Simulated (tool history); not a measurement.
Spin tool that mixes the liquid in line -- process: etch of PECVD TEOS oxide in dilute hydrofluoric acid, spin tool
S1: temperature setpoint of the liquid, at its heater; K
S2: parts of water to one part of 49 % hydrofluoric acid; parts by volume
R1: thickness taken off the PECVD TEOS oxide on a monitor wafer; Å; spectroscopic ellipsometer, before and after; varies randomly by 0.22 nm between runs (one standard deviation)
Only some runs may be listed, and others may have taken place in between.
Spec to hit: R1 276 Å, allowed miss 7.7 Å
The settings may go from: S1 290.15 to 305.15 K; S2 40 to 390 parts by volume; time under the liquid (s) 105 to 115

{"run": 1, "hour": 0.0, "S1": 297.15, "S2": 215, "time under the liquid (s)": 105, "R1": 108.3}
{"run": 2, "hour": 1.0, "S1": 298.65, "S2": 215, "time under the liquid (s)": 105, "R1": 112.39}
{"run": 3, "hour": 4.5, "S1": 300.65, "S2": 215, "time under the liquid (s)": 105, "R1": 123.04}
{"run": 4, "hour": 8.2, "S1": 300.65, "S2": 215, "time under the liquid (s)": 105, "R1": 122.68}
{"run": 5, "hour": 13.1, "S1": 302.15, "S2": 215, "time under the liquid (s)": 105, "R1": 127.7}
{"run": 6, "hour": 13.8, "S1": 303.65, "S2": 215, "time under the liquid (s)": 105, "R1": 133}
{"run": 7, "hour": 19.3, "S1": 304.15, "S2": 185, "time under the liquid (s)": 105, "R1": 167.69}
{"run": 8, "hour": 21.7, "S1": 304.15, "S2": 170, "time under the liquid (s)": 105, "R1": 184.16}

4 candidate next runs follow, results not yet known. Just one meets every target within its allowed miss. Identify it.
{"run": "A", "hour": 24.1, "S1": 304.65, "S2": 125, "time under the liquid (s)": 115, "R1": "?"}
{"run": "B", "hour": 24.1, "S1": 305.15, "S2": 140, "time under the liquid (s)": 115, "R1": "?"}
{"run": "C", "hour": 24.1, "S1": 304.65, "S2": 280, "time under the liquid (s)": 105, "R1": "?"}
{"run": "D", "hour": 24.1, "S1": 305.15, "S2": 135, "time under the liquid (s)": 115, "R1": "?"}

move=A R1=293.51
move=B R1=261.26
move=C R1=98.279
move=D R1=272.83
A: takes the result that was furthest off past its target
B: nearer than the last run, and not there yet
C: moves away from the targets compared with the last run
D: all results land within tolerance of their targets
Go with D: it meets all targets.
